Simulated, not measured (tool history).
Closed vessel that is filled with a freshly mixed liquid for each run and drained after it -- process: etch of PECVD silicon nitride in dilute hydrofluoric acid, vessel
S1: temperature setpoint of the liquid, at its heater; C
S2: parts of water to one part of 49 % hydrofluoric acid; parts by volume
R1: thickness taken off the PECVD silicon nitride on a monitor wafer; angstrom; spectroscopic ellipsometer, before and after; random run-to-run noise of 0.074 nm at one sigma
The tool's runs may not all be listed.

Run 1, hour 0.0: S1 26.0 C, S2 110 parts by volume, time in the liquid (s) 160. Result: R1 103.31 angstrom.
Run 2, hour 1.1: S1 25.5 C, S2 110 parts by volume, time in the liquid (s) 160. Result: R1 101.15 angstrom.
Run 3, hour 9.6: S1 29.0 C, S2 110 parts by volume, time in the liquid (s) 160. Result: R1 125.44 angstrom.
Run 4, hour 17.8: S1 29.0 C, S2 75 parts by volume, time in the liquid (s) 160. Result: R1 185.03 angstrom.
Run 5, hour 24.3: S1 27.0 C, S2 75 parts by volume, time in the liquid (s) 160. Result: R1 164.86 angstrom.
Run 6, hour 28.2: S1 25.5 C, S2 80 parts by volume, time in the liquid (s) 160. Result: R1 140.67 angstrom.
Run 7, hour 32.5: S1 24.0 C, S2 80 parts by volume, time in the liquid (s) 160. Result: R1 124.11 angstrom.
Run 8, hour 39.0: S1 23.0 C, S2 80 parts by volume, time in the liquid (s) 160. Result: R1 118.44 angstrom.

Predict the results of run 9:
Run 9, hour 45.3: S1 22.0 C, S2 80 parts by volume, time in the liquid (s) 160. Result: R1 ?.

Run 9 produced R1 109.64 angstrom.
